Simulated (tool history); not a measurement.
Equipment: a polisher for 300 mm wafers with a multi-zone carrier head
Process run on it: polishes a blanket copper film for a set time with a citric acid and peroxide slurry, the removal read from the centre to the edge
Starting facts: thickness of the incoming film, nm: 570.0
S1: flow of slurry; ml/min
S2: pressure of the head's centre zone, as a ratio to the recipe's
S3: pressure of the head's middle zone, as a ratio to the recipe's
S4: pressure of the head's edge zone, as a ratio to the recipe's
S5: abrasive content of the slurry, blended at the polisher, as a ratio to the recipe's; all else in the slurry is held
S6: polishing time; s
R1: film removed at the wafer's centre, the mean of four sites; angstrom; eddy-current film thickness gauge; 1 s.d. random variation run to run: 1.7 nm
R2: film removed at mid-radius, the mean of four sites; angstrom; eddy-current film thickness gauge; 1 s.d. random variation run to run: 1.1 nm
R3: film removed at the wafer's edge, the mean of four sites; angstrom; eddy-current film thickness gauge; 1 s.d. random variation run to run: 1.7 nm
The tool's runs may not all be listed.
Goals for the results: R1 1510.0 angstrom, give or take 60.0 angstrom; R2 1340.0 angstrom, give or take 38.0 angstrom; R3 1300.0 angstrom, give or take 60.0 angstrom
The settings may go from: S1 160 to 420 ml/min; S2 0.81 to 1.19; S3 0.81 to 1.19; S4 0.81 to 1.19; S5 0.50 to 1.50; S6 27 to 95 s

run	hour	S1	S2	S3	S4	S5	S6	R1	R2	R3
1	0.0	270	1.00	1.00	1.00	1.00	61	1896.8	1953.3	1932.6
2	8.4	270	1.00	1.00	1.00	0.80	61	1784.1	1825.8	1807.1
3	15.1	270	1.00	1.00	1.00	0.90	61	1876.6	1892.8	1878.9
4	18.1	270	1.02	0.98	0.96	0.80	58	1727.9	1688.1	1673.6
5	23.4	270	1.02	0.98	0.96	0.80	69	2064.1	2030.4	1998.0
6	29.8	270	1.02	0.94	0.96	0.80	69	2037.4	1987.2	2074.1
7	34.5	265	1.04	0.94	0.93	0.70	64	1879.2	1736.7	1778.5
8	36.8	260	1.04	0.94	0.90	0.65	61	1713.7	1612.5	1666.1
9	41.4	265	1.06	0.95	0.89	0.60	58	1631.9	1525.2	1532.4
10	44.2	265	1.08	0.95	0.87	0.55	56	1547.5	1435.2	1421.7
11	48.6	260	1.10	0.95	0.85	0.55	56	1580.9	1430.0	1400.9
12	52.0	255	1.11	0.95	0.84	0.55	55	1597.8	1414.0	1369.6
13	55.3	255	1.11	0.95	0.83	0.55	55	1549.7	1409.3	1377.4
14	61.7	255	1.11	0.95	0.83	0.55	55	1563.6	1422.8	1330.5
15	69.6	225	1.09	0.90	0.81	0.50	55	1473.0	1277.5	1311.6

Exercise: of the 4 proposed moves below, exactly one satisfies all targets within the stated allowed misses. Which move is it?
A	77.5	215	1.11	0.88	0.82	0.55	52	?	?	?
B	77.5	285	1.11	0.87	0.81	0.80	44	?	?	?
C	77.5	205	1.16	0.84	0.83	0.55	55	?	?	?
D	77.5	210	1.14	0.98	0.86	0.60	51	?	?	?

move	R1	R2	R3
A	1454.3	1211.8	1263.2
B	1448.4	1192.9	1237.7
C	1594.2	1233.8	1333.4
D	1504.8	1311.3	1287.8
A: further off than the last run
B: further off than the last run
C: further off than the last run
D: hits every target within its allowed miss
Answer: D
